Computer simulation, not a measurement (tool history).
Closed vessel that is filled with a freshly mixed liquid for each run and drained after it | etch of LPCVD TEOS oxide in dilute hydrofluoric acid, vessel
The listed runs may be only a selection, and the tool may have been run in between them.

run,hour,temperature setpoint of the liquid (C),parts of water to one part of 49 % hydrofluoric acid (parts by volume),time in the liquid (s),thickness taken off the LPCVD TEOS oxide on a monitor wafer (Å)
1,0.0,24.0,60,85,761.98
2,6.1,24.0,75,85,599.87
3,7.8,22.0,75,85,550.02
4,15.9,25.0,65,85,722.59
5,18.6,27.0,60,85,856.34
6,22.0,28.5,55,85,999.22
7,27.2,29.5,55,85,1043.30

Run 8, settings as shown, results not yet in. Your forecast:
8,33.0,30.5,55,85,?

Logged for run 8: thickness taken off the LPCVD TEOS oxide on a monitor wafer (Å) 1078.70.
